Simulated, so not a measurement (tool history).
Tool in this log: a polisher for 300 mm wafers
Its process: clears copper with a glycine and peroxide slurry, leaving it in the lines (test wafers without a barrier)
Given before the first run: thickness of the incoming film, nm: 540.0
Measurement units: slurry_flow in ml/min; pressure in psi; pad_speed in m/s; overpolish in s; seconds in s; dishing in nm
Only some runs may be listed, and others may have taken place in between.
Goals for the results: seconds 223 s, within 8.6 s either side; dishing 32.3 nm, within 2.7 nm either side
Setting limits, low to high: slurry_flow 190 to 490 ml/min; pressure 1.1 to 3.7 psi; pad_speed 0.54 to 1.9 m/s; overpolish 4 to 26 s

run  hour  slurry_flow  pressure  pad_speed  overpolish  seconds  dishing
  1     0          315       2.4       1.22          13    109.6   38.873
  2   0.8          315       2.4        1.1          13   118.07   38.793
  3   5.4          315       2.4       1.28          13   104.28   41.499
  4   9.9          315       2.4       1.28           9      104   29.662
  5  10.9          315       1.9       1.28           9    126.2    25.78
  6  19.8          315       1.9        1.5           9   112.22   29.144
  7  28.6          310       1.7       1.38          11   132.27   30.417
  8  32.3          305       1.6        1.3          12   142.48   29.419
  9  36.1          305       1.5       1.22          13   157.29   29.528
 10  44.6          305       1.4       1.16          14   177.09   29.807
 11  48.2          305       1.3       1.14          15   187.41   29.697
 12  51.7          305       1.3       1.12          16   185.92   31.871
 13  57.3          305       1.3        1.1          16   189.59   29.908
 14  64.4          305       1.3       1.08          17   190.02   31.631
 15  65.8          305       1.3       1.06          18   193.37   31.631
 16  73.3          305       1.3       1.04          19   198.39   35.262
 17  80.6          305       1.3       1.04          19   200.95   31.389
 18  84.3          305       1.3       1.04          20   196.57   35.102
 19  90.6          305       1.3       1.02          20   197.58   34.151
 20  93.5          305       1.2          1          20   211.29   32.368

Exercise: of the 4 proposed moves below, exactly one satisfies all targets within the stated allowed misses. Which move is it?
  A  96.4          375       1.2       1.12          19        ?        ?
  B  96.4          275       1.3       0.86          20        ?        ?
  C  96.4          385       1.1       1.24          18        ?        ?
  D  96.4          245       1.3       1.02          17        ?        ?

move  seconds  dishing
   A   194.66   34.397
   B   224.05   32.509
   C   193.11   32.879
   D   204.16   30.528
A: lands further from the targets than the last run did
B: hits every target within its allowed miss
C: lands further from the targets than the last run did
D: lands further from the targets than the last run did
So the answer is move B, the one that meets all the targets.
